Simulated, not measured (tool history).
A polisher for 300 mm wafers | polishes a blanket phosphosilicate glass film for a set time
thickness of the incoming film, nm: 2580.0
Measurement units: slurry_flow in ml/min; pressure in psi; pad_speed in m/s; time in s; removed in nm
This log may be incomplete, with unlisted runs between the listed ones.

| run | hour | slurry_flow | pressure | pad_speed | slurry_solids | time | removed |
|---|---|---|---|---|---|---|---|
| 1 | 0 | 295 | 3.5 | 1.24 | 1 | 49 | 624 |
| 2 | 4.8 | 295 | 3.3 | 1.22 | 1 | 49 | 585.65 |
| 3 | 7.4 | 295 | 3.1 | 1.18 | 1 | 49 | 542.21 |
| 4 | 14.4 | 295 | 3.1 | 1.18 | 1 | 49 | 538.96 |
| 5 | 15.7 | 295 | 3.1 | 1.18 | 1 | 44 | 483.29 |
| 6 | 17.8 | 295 | 2.9 | 1.18 | 1 | 44 | 464.31 |
| 7 | 24.6 | 295 | 2.8 | 1.18 | 1 | 44 | 443.71 |
| 8 | 26.2 | 295 | 2.7 | 1.18 | 1 | 44 | 432.84 |

What does the tool deliver on the next run?
| 9 | 26.8 | 295 | 2.6 | 1.18 | 1 | 44 | ? |

removed: 415.19 nm
